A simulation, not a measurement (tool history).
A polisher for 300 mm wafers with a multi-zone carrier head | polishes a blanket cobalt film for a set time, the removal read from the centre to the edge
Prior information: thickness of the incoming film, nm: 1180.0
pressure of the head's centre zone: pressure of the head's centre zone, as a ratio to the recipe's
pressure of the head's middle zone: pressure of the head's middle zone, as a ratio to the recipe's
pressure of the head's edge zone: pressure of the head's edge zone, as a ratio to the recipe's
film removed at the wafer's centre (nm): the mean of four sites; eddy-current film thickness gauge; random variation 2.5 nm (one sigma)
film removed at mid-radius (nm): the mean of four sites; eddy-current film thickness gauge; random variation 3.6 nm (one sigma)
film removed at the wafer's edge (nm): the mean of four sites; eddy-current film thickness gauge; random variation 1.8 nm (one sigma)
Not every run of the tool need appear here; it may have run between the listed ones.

run,hour,flow of slurry (ml/min),pressure of the head's centre zone,pressure of the head's middle zone,pressure of the head's edge zone,polishing time (s),film removed at the wafer's centre (nm),film removed at mid-radius (nm),film removed at the wafer's edge (nm)
1,0,285,1,1,1,35,215.44,214.71,214.14
2,2.3,285,1,1.06,1,35,217.61,217.99,213.21
3,5.1,285,0.95,1.06,1,35,205.69,219.54,215.21
4,13,290,0.94,1.07,1.01,36,211.84,230.64,220.89
5,17.4,290,0.94,1.07,1.01,41,241.23,263.32,250.68
6,25.1,295,0.93,1.08,1.02,41,238.59,269.68,253.25
7,33,300,0.93,1.08,1.04,41,233.83,260.75,253.48

The next listed run, before its measurement:
8,34.4,305,0.91,1.18,1.11,47,?,?,?

{"run 8": {"film removed at the wafer's centre (nm)": 266.44, "film removed at mid-radius (nm)": 324.42, "film removed at the wafer's edge (nm)": 294.13}}
